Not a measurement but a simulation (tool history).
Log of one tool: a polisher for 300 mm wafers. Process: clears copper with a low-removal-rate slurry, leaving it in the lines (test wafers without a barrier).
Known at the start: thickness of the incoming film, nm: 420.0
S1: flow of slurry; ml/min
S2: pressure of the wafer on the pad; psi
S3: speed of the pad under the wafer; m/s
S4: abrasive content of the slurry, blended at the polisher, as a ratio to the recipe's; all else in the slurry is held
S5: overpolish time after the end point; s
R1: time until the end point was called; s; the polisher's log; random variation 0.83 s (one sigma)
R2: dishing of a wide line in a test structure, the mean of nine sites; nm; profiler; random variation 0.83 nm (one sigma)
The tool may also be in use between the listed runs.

run,hour,S1,S2,S3,S4,S5,R1,R2
1,0,145,3.4,1.3,1,19,78.432,60.517
2,7.9,145,4.2,1.3,1,19,63.072,73.486
3,15.7,145,4.2,1.3,0.85,19,67.136,71.128
4,16.7,150,4.3,1.3,0.85,18,64.576,70.305
5,24,150,4.3,1.3,0.85,12,62.94,51
6,31.8,165,4.3,1.3,0.85,12,62.692,52.683
7,35.3,165,4.5,1.3,0.85,13,59.28,56.764

Forecast run 8:
8,36,165,4.5,1.3,0.85,13,?,?

{"run 8": {"R1": 59.493, "R2": 58.357}}
